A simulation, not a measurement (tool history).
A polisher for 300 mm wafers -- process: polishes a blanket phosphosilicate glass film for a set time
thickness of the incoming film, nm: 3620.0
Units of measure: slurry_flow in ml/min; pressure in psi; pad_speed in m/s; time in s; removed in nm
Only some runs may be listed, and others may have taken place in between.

Run 1, hour 0.0: slurry_flow 280 ml/min, pressure 2.1 psi, pad_speed 0.94 m/s, slurry_solids 1.0, time 79 s. Result: removed 365.21 nm.
Run 2, hour 8.1: slurry_flow 275 ml/min, pressure 1.9 psi, pad_speed 0.94 m/s, slurry_solids 1.0, time 79 s. Result: removed 331.95 nm.
Run 3, hour 11.4: slurry_flow 275 ml/min, pressure 1.9 psi, pad_speed 0.94 m/s, slurry_solids 1.0, time 79 s. Result: removed 329.76 nm.
Run 4, hour 11.9: slurry_flow 275 ml/min, pressure 1.9 psi, pad_speed 0.84 m/s, slurry_solids 1.0, time 79 s. Result: removed 303.57 nm.
Run 5, hour 18.9: slurry_flow 270 ml/min, pressure 1.8 psi, pad_speed 0.84 m/s, slurry_solids 1.0, time 79 s. Result: removed 286.56 nm.
Run 6, hour 26.1: slurry_flow 265 ml/min, pressure 1.7 psi, pad_speed 0.84 m/s, slurry_solids 1.0, time 79 s. Result: removed 269.09 nm.
Run 7, hour 30.4: slurry_flow 255 ml/min, pressure 1.6 psi, pad_speed 0.84 m/s, slurry_solids 1.0, time 79 s. Result: removed 255.20 nm.
Run 8, hour 37.1: slurry_flow 250 ml/min, pressure 1.5 psi, pad_speed 0.84 m/s, slurry_solids 1.0, time 79 s. Result: removed 239.45 nm.
Run 9, hour 45.9: slurry_flow 240 ml/min, pressure 1.5 psi, pad_speed 0.84 m/s, slurry_solids 1.0, time 79 s. Result: removed 237.97 nm.
Run 10, hour 47.6: slurry_flow 230 ml/min, pressure 1.5 psi, pad_speed 0.84 m/s, slurry_solids 1.0, time 79 s. Result: removed 238.04 nm.
Run 11, hour 55.0: slurry_flow 225 ml/min, pressure 1.5 psi, pad_speed 0.84 m/s, slurry_solids 1.0, time 79 s. Result: removed 237.81 nm.
Run 12, hour 57.0: slurry_flow 220 ml/min, pressure 1.5 psi, pad_speed 0.84 m/s, slurry_solids 1.0, time 79 s. Result: removed 237.09 nm.

What will run 13 give?
Run 13, hour 61.3: slurry_flow 215 ml/min, pressure 1.5 psi, pad_speed 0.84 m/s, slurry_solids 1.0, time 79 s. Result: removed ?.

{"run 13": {"removed": 237.65}}
